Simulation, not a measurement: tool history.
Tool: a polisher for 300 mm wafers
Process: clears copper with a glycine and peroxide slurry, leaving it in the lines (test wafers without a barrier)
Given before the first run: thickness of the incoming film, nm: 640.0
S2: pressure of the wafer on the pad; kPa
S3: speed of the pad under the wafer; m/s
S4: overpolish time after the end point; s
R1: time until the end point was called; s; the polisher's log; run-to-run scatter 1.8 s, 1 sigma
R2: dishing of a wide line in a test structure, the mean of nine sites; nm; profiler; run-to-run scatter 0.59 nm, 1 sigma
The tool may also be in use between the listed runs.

run 1 hour=0.0 | flow_of_slurry_(ml/min)=230 S2=14.5 S3=1.10 S4=14 | R1=142.57 R2=42.851
run 2 hour=3.4 | flow_of_slurry_(ml/min)=230 S2=14.5 S3=0.86 S4=14 | R1=166.53 R2=37.612
run 3 hour=8.4 | flow_of_slurry_(ml/min)=230 S2=12.4 S3=0.86 S4=14 | R1=187.50 R2=34.257
run 4 hour=13.6 | flow_of_slurry_(ml/min)=230 S2=13.8 S3=0.90 S4=13 | R1=170.63 R2=35.942
run 5 hour=14.7 | flow_of_slurry_(ml/min)=230 S2=15.2 S3=0.94 S4=12 | R1=159.30 R2=36.007
run 6 hour=20.6 | flow_of_slurry_(ml/min)=280 S2=15.2 S3=0.94 S4=12 | R1=144.90 R2=36.086
run 7 hour=29.4 | flow_of_slurry_(ml/min)=290 S2=15.9 S3=0.96 S4=12 | R1=137.57 R2=38.055
run 8 hour=34.6 | flow_of_slurry_(ml/min)=295 S2=16.5 S3=0.98 S4=12 | R1=137.55 R2=40.889
run 9 hour=42.2 | flow_of_slurry_(ml/min)=300 S2=17.2 S3=1.02 S4=11 | R1=130.23 R2=40.975
-- hour=43.7 slurry nozzle cleaned
run 10 hour=43.7 | flow_of_slurry_(ml/min)=310 S2=17.9 S3=1.06 S4=10 | R1=115.31 R2=39.997

Run 11 comes next. What will it give?
run 11 hour=48.9 | flow_of_slurry_(ml/min)=310 S2=18.6 S3=1.08 S4=10 | R1=? R2=?

Run 11 measured R1 109.38 s, R2 42.116 nm.
